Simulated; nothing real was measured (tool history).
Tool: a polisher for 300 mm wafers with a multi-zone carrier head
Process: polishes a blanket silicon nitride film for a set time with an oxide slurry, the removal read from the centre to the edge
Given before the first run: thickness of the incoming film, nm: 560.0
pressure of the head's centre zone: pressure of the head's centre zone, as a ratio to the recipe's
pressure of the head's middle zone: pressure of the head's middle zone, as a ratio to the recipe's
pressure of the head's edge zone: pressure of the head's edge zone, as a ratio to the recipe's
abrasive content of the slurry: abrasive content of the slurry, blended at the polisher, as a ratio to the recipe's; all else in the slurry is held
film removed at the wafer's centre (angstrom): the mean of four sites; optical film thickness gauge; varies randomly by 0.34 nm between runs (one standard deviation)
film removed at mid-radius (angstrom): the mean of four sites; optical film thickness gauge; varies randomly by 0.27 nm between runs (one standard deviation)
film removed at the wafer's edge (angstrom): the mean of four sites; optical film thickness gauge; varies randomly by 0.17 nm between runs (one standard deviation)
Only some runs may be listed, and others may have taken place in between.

run  hour  flow of slurry (ml/min)  pressure of the head's centre zone  pressure of the head's middle zone  pressure of the head's edge zone  abrasive content of the slurry  polishing time (s)  film removed at the wafer's centre (angstrom)  film removed at mid-radius (angstrom)  film removed at the wafer's edge (angstrom)
  1     0                      175                                   1                                   1                                 1                               1                  39                                         342.15                                 339.19                                       336.33
  2     5                      170                                0.99                                0.99                              0.99                            0.95                  39                                         328.38                                 325.87                                       322.61
  3  13.9                      165                                0.98                                0.97                              0.98                             0.9                  39                                         318.29                                 312.08                                       312.51
  4  20.8                      165                                0.98                                1.04                              0.98                             0.9                  39                                         317.09                                 329.81                                       315.42
  5  25.3                      160                                0.97                                1.02                              0.97                            0.85                  39                                         302.67                                 308.56                                       300.97
  6  26.8                      160                                0.97                                1.02                              0.97                            0.75                  39                                         279.99                                 290.88                                       278.13
  7  28.1                      155                                0.96                                   1                              0.96                            0.75                  39                                         280.13                                 283.23                                       277.05
  8    36                      150                                0.95                                0.99                              0.95                            0.75                  39                                          279.2                                 285.85                                       275.14
  9  44.9                      150                                0.94                                0.98                              0.95                             0.7                  39                                         259.94                                 266.48                                       262.59
 10  47.3                      150                                0.93                                0.97                              0.94                             0.7                  39                                         252.91                                 263.51                                       265.27
 11  51.3                      130                                0.95                                0.93                              0.87                             0.5                  39                                         197.15                                 192.08                                       193.61
 12  57.1                      140                                0.95                                0.93                              0.87                             0.5                  39                                         194.12                                 196.57                                       194.45
 13  60.4                      140                                0.95                                0.94                              0.89                             0.5                  39                                         208.92                                 201.29                                       200.72
 14  66.5                      150                                0.94                                0.94                               0.9                             0.5                  39                                          204.3                                 199.64                                       203.05

The next listed run, before its measurement:
 15  72.8                      150                                0.94                                0.94                               0.9                             0.5                  39                                              ?                                      ?                                            ?

{"run 15": {"film removed at the wafer's centre (angstrom)": 205.41, "film removed at mid-radius (angstrom)": 204.77, "film removed at the wafer's edge (angstrom)": 202.76}}

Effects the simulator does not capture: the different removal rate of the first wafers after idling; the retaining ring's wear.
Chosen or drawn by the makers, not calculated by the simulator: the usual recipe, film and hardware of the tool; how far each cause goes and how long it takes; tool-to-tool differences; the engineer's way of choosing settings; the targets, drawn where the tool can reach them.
